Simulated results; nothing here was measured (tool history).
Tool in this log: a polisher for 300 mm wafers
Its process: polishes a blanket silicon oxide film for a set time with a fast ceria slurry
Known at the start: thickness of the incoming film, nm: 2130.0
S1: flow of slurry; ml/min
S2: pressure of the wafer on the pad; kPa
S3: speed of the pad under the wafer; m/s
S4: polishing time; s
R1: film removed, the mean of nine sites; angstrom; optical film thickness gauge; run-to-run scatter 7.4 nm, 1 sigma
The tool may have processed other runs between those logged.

run	hour	S1	S2	S3	S4	R1
1	0	235	11.7	1.28	47	6924.3
2	3.8	190	11.7	1.28	47	6751.7
3	4.6	190	9	1.28	47	5217.1
4	5.7	145	9	1.28	47	4948.6
5	11.5	140	9	1.28	47	4906.3
6	17.7	140	9	1.28	47	4875.1
7	22	190	11	1.28	47	6310.2
8	30	220	12.4	1.28	47	7242.8
9	31.8	245	13.1	1.28	47	7776.6
10	35.8	260	13.8	1.28	47	8140.8
11	37.7	265	14.5	1.28	47	8573.4
12	46.7	270	15.2	1.28	47	9149.7
13	55.2	275	15.9	1.28	47	9514.5
14	58.4	275	15.9	1.28	47	9498.5
15	62.3	285	15.9	1.28	47	9541.3
16	69.6	285	16.5	1.28	47	9901

Run 17 comes next. What will it give?
17	77.9	290	16.5	1.28	47	?

For run 17 the tool returned R1 9991.6 angstrom.
